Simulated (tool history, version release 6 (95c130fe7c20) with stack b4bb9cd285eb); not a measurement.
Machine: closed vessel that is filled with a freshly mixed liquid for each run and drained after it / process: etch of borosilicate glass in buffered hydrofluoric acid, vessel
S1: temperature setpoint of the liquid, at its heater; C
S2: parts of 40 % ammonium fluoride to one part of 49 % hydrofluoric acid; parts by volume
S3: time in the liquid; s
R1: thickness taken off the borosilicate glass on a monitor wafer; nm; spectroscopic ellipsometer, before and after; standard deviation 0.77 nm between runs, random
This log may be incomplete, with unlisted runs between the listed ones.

| run | hour | S1 | S2 | S3 | R1 |
|---|---|---|---|---|---|
| 1 | 0.0 | 24.0 | 24.0 | 90 | 48.044 |
| 2 | 2.6 | 25.5 | 22.5 | 90 | 54.438 |
| 3 | 11.4 | 25.5 | 22.5 | 95 | 58.371 |
| 4 | 13.2 | 25.5 | 25.5 | 95 | 53.278 |
| 5 | 21.4 | 22.0 | 25.5 | 95 | 43.727 |
| 6 | 23.1 | 22.0 | 25.5 | 95 | 44.161 |

For run 7, what comes out?
| 7 | 30.2 | 26.0 | 18.0 | 95 | ? |

For run 7 the tool returned R1 71.366 nm.
